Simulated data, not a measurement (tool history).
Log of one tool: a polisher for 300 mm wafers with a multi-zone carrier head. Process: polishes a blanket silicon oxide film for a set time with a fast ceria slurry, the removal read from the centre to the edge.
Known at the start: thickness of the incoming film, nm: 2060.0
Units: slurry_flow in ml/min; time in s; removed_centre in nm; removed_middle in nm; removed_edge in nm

Run 1, hour 0: slurry_flow 320 ml/min, centre_zone 1, middle_zone 1, edge_zone 1, time 50 s. Result: removed_centre 719.47 nm, removed_middle 733.29 nm, removed_edge 734.26 nm.
Run 2, hour 1.2: slurry_flow 320 ml/min, centre_zone 1, middle_zone 1, edge_zone 0.92, time 50 s. Result: removed_centre 738.3 nm, removed_middle 733.86 nm, removed_edge 725.48 nm.
Run 3, hour 4.3: slurry_flow 320 ml/min, centre_zone 1, middle_zone 0.91, edge_zone 0.92, time 50 s. Result: removed_centre 727.28 nm, removed_middle 679.27 nm, removed_edge 706.87 nm.
Run 4, hour 8.7: slurry_flow 250 ml/min, centre_zone 1, middle_zone 0.91, edge_zone 0.92, time 50 s. Result: removed_centre 700.11 nm, removed_middle 661.04 nm, removed_edge 695.58 nm.
Run 5, hour 15.3: slurry_flow 250 ml/min, centre_zone 1, middle_zone 0.96, edge_zone 0.92, time 50 s. Result: removed_centre 705.81 nm, removed_middle 689.03 nm, removed_edge 715.71 nm.
Run 6, hour 20.8: slurry_flow 250 ml/min, centre_zone 0.93, middle_zone 0.96, edge_zone 0.92, time 50 s. Result: removed_centre 653.73 nm, removed_middle 697.33 nm, removed_edge 725.34 nm.
Run 7, hour 29.5: slurry_flow 255 ml/min, centre_zone 0.93, middle_zone 0.97, edge_zone 0.93, time 50 s. Result: removed_centre 664.35 nm, removed_middle 694.71 nm, removed_edge 711.4 nm.
Run 8, hour 33.6: slurry_flow 255 ml/min, centre_zone 0.93, middle_zone 0.99, edge_zone 0.94, time 51 s. Result: removed_centre 669.29 nm, removed_middle 726.82 nm, removed_edge 720.23 nm.
Run 9, hour 36.5: slurry_flow 260 ml/min, centre_zone 0.93, middle_zone 0.99, edge_zone 0.95, time 52 s. Result: removed_centre 679.66 nm, removed_middle 745.62 nm, removed_edge 745.87 nm.

Run 10 comes next. What will it give?
Run 10, hour 39: slurry_flow 265 ml/min, centre_zone 0.93, middle_zone 1, edge_zone 0.96, time 52 s. Result: removed_centre ?, removed_middle ?, removed_edge ?.

Run 10 gave removed_centre 691.24 nm, removed_middle 754.62 nm, removed_edge 758.85 nm.
